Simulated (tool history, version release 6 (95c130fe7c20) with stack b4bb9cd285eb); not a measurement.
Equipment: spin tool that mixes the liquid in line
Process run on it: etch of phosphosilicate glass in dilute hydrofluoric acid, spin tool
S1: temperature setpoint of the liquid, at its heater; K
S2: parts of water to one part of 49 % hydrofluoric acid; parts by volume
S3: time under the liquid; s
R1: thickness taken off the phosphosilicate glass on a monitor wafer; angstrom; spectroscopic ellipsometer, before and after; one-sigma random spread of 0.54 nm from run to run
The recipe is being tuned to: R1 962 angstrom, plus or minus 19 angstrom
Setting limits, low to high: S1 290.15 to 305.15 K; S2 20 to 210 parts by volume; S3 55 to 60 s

| run | hour | S1 | S2 | S3 | R1 |
|---|---|---|---|---|---|
| 1 | 0 | 297.15 | 115 | 55 | 513.52 |
| 2 | 0.7 | 297.15 | 150 | 55 | 377.79 |
| 3 | 4.6 | 295.65 | 150 | 55 | 358.82 |
| 4 | 6.7 | 295.65 | 150 | 55 | 362.19 |
| 5 | 14.7 | 297.65 | 130 | 55 | 455 |
| 6 | 20.1 | 299.15 | 115 | 55 | 559.16 |
| 7 | 24.8 | 300.65 | 105 | 55 | 652.65 |
| 8 | 31.5 | 301.65 | 100 | 55 | 714.97 |
| 9 | 39.3 | 305.15 | 80 | 55 | 1065.5 |
| 10 | 40.1 | 304.65 | 80 | 55 | 1042 |
| 11 | 42.9 | 304.15 | 80 | 55 | 1016.2 |
| 12 | 43.7 | 303.65 | 80 | 55 | 996.1 |

Next run, 4 choices. One meets every target within its allowed miss, the rest don't. Which?
| A | 44.5 | 305.15 | 90 | 60 | ? |
| B | 44.5 | 302.15 | 75 | 55 | ? |
| C | 44.5 | 303.65 | 90 | 60 | ? |
| D | 44.5 | 301.65 | 70 | 55 | ? |

| move | R1 |
|---|---|
| A | 1020.9 |
| B | 1024.7 |
| C | 965.22 |
| D | 1084.5 |
A: its largest miss is bigger than the last run's
B: its largest miss is bigger than the last run's
C: hits every target within its allowed miss
D: its largest miss is bigger than the last run's
Correct choice: C, which meets every target
